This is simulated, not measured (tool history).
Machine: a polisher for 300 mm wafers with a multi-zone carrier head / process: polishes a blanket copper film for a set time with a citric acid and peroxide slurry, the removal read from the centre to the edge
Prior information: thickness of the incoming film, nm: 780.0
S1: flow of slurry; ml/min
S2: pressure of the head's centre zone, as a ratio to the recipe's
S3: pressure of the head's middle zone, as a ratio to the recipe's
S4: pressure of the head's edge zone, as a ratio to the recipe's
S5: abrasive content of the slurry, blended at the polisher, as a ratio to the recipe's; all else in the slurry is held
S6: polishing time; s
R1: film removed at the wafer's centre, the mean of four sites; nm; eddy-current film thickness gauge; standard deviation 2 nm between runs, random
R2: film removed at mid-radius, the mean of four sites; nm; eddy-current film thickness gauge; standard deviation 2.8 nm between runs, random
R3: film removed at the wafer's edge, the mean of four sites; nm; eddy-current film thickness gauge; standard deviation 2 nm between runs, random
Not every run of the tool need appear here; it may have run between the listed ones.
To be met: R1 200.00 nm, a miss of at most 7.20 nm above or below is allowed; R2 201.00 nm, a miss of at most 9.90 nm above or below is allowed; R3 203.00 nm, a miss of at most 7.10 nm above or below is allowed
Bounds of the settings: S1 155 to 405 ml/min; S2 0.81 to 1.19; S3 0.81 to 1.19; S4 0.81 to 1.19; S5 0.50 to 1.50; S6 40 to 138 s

run	hour	S1	S2	S3	S4	S5	S6	R1	R2	R3
1	0.0	260	1.00	1.00	1.00	1.00	88	260.86	256.62	269.26
2	2.5	260	0.99	0.99	0.97	0.85	85	237.87	244.03	245.44
3	8.2	260	0.99	0.99	0.97	0.85	100	286.55	288.04	295.01
4	11.8	260	0.99	0.99	1.00	0.85	100	282.76	284.31	295.43
5	20.3	260	0.94	0.99	1.00	0.85	100	271.93	283.39	293.75
6	29.1	260	0.90	0.99	1.00	0.85	100	254.37	275.98	297.05
7	36.6	260	0.92	0.97	0.98	0.75	94	244.20	251.94	266.79
# hour 38.6: slurry nozzle cleaned
8	38.6	260	0.92	0.96	0.95	0.70	90	236.78	249.31	257.38
9	44.7	260	0.94	0.96	0.95	0.65	85	221.77	233.55	237.76
10	49.6	260	0.95	0.95	0.94	0.60	82	214.98	219.45	230.08
11	56.6	260	0.96	0.95	0.92	0.55	80	210.14	207.19	217.25

Next run, 4 choices. One meets every target within its allowed miss, the rest don't. Which?
A	63.6	245	0.89	0.94	0.90	0.55	76	?	?	?
B	63.6	300	0.98	0.99	0.97	0.60	73	?	?	?
C	63.6	300	0.83	0.90	0.84	0.50	80	?	?	?
D	63.6	290	0.92	1.06	0.86	0.55	79	?	?	?

move	R1	R2	R3
A	182.30	195.36	197.98
B	200.08	201.14	202.64
C	179.85	200.40	201.90
D	199.64	224.63	203.80
A: puts the biggest miss on target and leaves a different result outside tolerance
B: every result within its allowed miss
C: puts the biggest miss on target and leaves a different result outside tolerance
D: puts the biggest miss on target and leaves a different result outside tolerance
Move B is the one to make.
